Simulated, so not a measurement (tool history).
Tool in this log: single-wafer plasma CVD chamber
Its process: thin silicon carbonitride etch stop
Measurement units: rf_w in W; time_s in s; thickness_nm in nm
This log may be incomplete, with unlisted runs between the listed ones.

run,day,rf_w,time_s,thickness_nm
1,0,190,21.1,11.477
2,0.308,190,19.6,10.68
3,0.679,195,19.9,10.947
4,0.762,195,17.3,9.4795
5,0.871,200,17.9,9.8793
6,1.017,205,18.5,10.276
7,1.375,210,19,10.6

Estimate the outcome of run 8 from the log above:
8,1.738,215,19.4,?

Run 8 measured thickness_nm 10.857 nm.
